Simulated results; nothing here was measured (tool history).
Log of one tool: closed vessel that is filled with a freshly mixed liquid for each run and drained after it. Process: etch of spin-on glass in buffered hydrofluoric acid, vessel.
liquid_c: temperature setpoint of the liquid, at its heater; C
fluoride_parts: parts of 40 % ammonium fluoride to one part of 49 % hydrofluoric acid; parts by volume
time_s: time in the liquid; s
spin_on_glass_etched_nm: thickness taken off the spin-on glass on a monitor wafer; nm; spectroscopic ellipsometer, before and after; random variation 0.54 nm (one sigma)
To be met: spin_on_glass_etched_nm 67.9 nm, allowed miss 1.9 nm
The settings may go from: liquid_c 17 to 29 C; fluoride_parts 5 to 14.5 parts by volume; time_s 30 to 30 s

Run 1, hour 0: liquid_c 21 C, fluoride_parts 9 parts by volume, time_s 30 s. Result: spin_on_glass_etched_nm 99.635 nm.
Run 2, hour 6.6: liquid_c 20.5 C, fluoride_parts 9.5 parts by volume, time_s 30 s. Result: spin_on_glass_etched_nm 93.559 nm.
Run 3, hour 11.5: liquid_c 24 C, fluoride_parts 9.5 parts by volume, time_s 30 s. Result: spin_on_glass_etched_nm 113.49 nm.
Run 4, hour 20.1: liquid_c 22.5 C, fluoride_parts 9.5 parts by volume, time_s 30 s. Result: spin_on_glass_etched_nm 105.51 nm.
Run 5, hour 28.7: liquid_c 25.5 C, fluoride_parts 9.5 parts by volume, time_s 30 s. Result: spin_on_glass_etched_nm 123.42 nm.
Run 6, hour 30.1: liquid_c 23 C, fluoride_parts 9.5 parts by volume, time_s 30 s. Result: spin_on_glass_etched_nm 107.1 nm.
Run 7, hour 36.9: liquid_c 22 C, fluoride_parts 10 parts by volume, time_s 30 s. Result: spin_on_glass_etched_nm 99.53 nm.
Run 8, hour 45.3: liquid_c 21 C, fluoride_parts 10.5 parts by volume, time_s 30 s. Result: spin_on_glass_etched_nm 89.103 nm.
Run 9, hour 46.4: liquid_c 20.5 C, fluoride_parts 10.5 parts by volume, time_s 30 s. Result: spin_on_glass_etched_nm 86.257 nm.
Run 10, hour 55.5: liquid_c 20 C, fluoride_parts 10.5 parts by volume, time_s 30 s. Result: spin_on_glass_etched_nm 85.351 nm.
Run 11, hour 64.3: liquid_c 19.5 C, fluoride_parts 10.5 parts by volume, time_s 30 s. Result: spin_on_glass_etched_nm 81.395 nm.
Run 12, hour 65.5: liquid_c 19 C, fluoride_parts 10.5 parts by volume, time_s 30 s. Result: spin_on_glass_etched_nm 79.589 nm.
Run 13, hour 71.8: liquid_c 18.5 C, fluoride_parts 10.5 parts by volume, time_s 30 s. Result: spin_on_glass_etched_nm 76.98 nm.
Run 14, hour 75.6: liquid_c 18 C, fluoride_parts 10.5 parts by volume, time_s 30 s. Result: spin_on_glass_etched_nm 75.603 nm.
Run 15, hour 76.5: liquid_c 17.5 C, fluoride_parts 11 parts by volume, time_s 30 s. Result: spin_on_glass_etched_nm 70.917 nm.

4 next moves are on the table. One of them brings every result within its allowed miss. Which?
Run A, hour 77.4: liquid_c 17 C, fluoride_parts 10 parts by volume, time_s 30 s. Result: spin_on_glass_etched_nm ?.
Run B, hour 77.4: liquid_c 17 C, fluoride_parts 11 parts by volume, time_s 30 s. Result: spin_on_glass_etched_nm ?.
Run C, hour 77.4: liquid_c 19 C, fluoride_parts 11.5 parts by volume, time_s 30 s. Result: spin_on_glass_etched_nm ?.
Run D, hour 77.4: liquid_c 17 C, fluoride_parts 10.5 parts by volume, time_s 30 s. Result: spin_on_glass_etched_nm ?.

move  spin_on_glass_etched_nm
   A                   74.397
   B                   67.796
   C                   72.719
   D                   70.944
A: further off than the last run
B: meets every target
C: further off than the last run
D: as far off as the last run
The right move is B.
